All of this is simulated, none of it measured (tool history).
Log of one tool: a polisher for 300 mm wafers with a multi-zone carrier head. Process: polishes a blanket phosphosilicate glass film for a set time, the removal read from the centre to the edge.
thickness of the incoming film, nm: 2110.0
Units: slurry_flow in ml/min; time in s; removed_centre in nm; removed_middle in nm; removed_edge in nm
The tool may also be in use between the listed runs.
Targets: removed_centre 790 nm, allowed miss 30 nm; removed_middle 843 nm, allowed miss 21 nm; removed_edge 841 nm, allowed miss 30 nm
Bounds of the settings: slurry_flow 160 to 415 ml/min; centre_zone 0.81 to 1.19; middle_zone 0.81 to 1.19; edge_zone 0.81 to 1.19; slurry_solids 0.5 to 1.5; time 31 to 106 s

{"run": 1, "hour": 0.0, "slurry_flow": 265, "centre_zone": 1, "middle_zone": 1, "edge_zone": 1, "slurry_solids": 1, "time": 68, "removed_centre": 729.89, "removed_middle": 735.67, "removed_edge": 779.45}
{"run": 2, "hour": 4.5, "slurry_flow": 265, "centre_zone": 1, "middle_zone": 1, "edge_zone": 1, "slurry_solids": 1, "time": 74, "removed_centre": 800.08, "removed_middle": 799.09, "removed_edge": 836.69}
{"run": 3, "hour": 8.2, "slurry_flow": 265, "centre_zone": 1.04, "middle_zone": 1, "edge_zone": 1, "slurry_solids": 1, "time": 74, "removed_centre": 840.87, "removed_middle": 802.3, "removed_edge": 836.81}
{"run": 4, "hour": 14.9, "slurry_flow": 265, "centre_zone": 1.04, "middle_zone": 1, "edge_zone": 1, "slurry_solids": 1.15, "time": 74, "removed_centre": 861.16, "removed_middle": 838.46, "removed_edge": 877.32}
{"run": 5, "hour": 19.8, "slurry_flow": 265, "centre_zone": 1.07, "middle_zone": 1, "edge_zone": 1, "slurry_solids": 1.15, "time": 74, "removed_centre": 885.78, "removed_middle": 833.54, "removed_edge": 876.59}
{"run": 6, "hour": 27.3, "slurry_flow": 265, "centre_zone": 1.07, "middle_zone": 1, "edge_zone": 1.06, "slurry_solids": 1.15, "time": 74, "removed_centre": 900.09, "removed_middle": 836.26, "removed_edge": 894.51}
{"run": 7, "hour": 34.2, "slurry_flow": 260, "centre_zone": 1.05, "middle_zone": 1.01, "edge_zone": 1.04, "slurry_solids": 1.15, "time": 74, "removed_centre": 871.09, "removed_middle": 841.24, "removed_edge": 894.21}
{"run": 8, "hour": 42.1, "slurry_flow": 255, "centre_zone": 1.04, "middle_zone": 1.02, "edge_zone": 1.02, "slurry_solids": 1.15, "time": 74, "removed_centre": 860.87, "removed_middle": 851.01, "removed_edge": 890.71}
{"run": 9, "hour": 49.3, "slurry_flow": 250, "centre_zone": 1.03, "middle_zone": 1.02, "edge_zone": 1, "slurry_solids": 1.15, "time": 74, "removed_centre": 839.01, "removed_middle": 850.99, "removed_edge": 868.41}
{"run": 10, "hour": 53.8, "slurry_flow": 245, "centre_zone": 1.02, "middle_zone": 1.02, "edge_zone": 1, "slurry_solids": 1.15, "time": 74, "removed_centre": 868.7, "removed_middle": 839.2, "removed_edge": 877.83}
{"run": 11, "hour": 55.2, "slurry_flow": 255, "centre_zone": 1.01, "middle_zone": 1.02, "edge_zone": 0.99, "slurry_solids": 1.1, "time": 74, "removed_centre": 841.61, "removed_middle": 838.66, "removed_edge": 847.85}
{"run": 12, "hour": 60.4, "slurry_flow": 255, "centre_zone": 1.01, "middle_zone": 1.02, "edge_zone": 0.99, "slurry_solids": 1.1, "time": 74, "removed_centre": 826.2, "removed_middle": 829.24, "removed_edge": 862.26}

4 next moves are on the table. One of them brings every result within its allowed miss. Which?
{"run": "A", "hour": 65.6, "slurry_flow": 250, "centre_zone": 1.03, "middle_zone": 0.96, "edge_zone": 1.08, "slurry_solids": 1.1, "time": 75, "removed_centre": "?", "removed_middle": "?", "removed_edge": "?"}
{"run": "B", "hour": 65.6, "slurry_flow": 230, "centre_zone": 1.04, "middle_zone": 0.94, "edge_zone": 0.99, "slurry_solids": 1.1, "time": 77, "removed_centre": "?", "removed_middle": "?", "removed_edge": "?"}
{"run": "C", "hour": 65.6, "slurry_flow": 195, "centre_zone": 1, "middle_zone": 1.07, "edge_zone": 1.01, "slurry_solids": 1.05, "time": 75, "removed_centre": "?", "removed_middle": "?", "removed_edge": "?"}
{"run": "D", "hour": 65.6, "slurry_flow": 305, "centre_zone": 1.06, "middle_zone": 0.99, "edge_zone": 1.03, "slurry_solids": 1.1, "time": 74, "removed_centre": "?", "removed_middle": "?", "removed_edge": "?"}

move=A removed_centre=857.33 removed_middle=809.58 removed_edge=899.04
move=B removed_centre=881.34 removed_middle=810.62 removed_edge=879.68
move=C removed_centre=799.09 removed_middle=853.84 removed_edge=840.36
move=D removed_centre=887.02 removed_middle=833.37 removed_edge=877.07
A: further off than the last run
B: further off than the last run
C: meets every target
D: further off than the last run
Move C is the one to make.
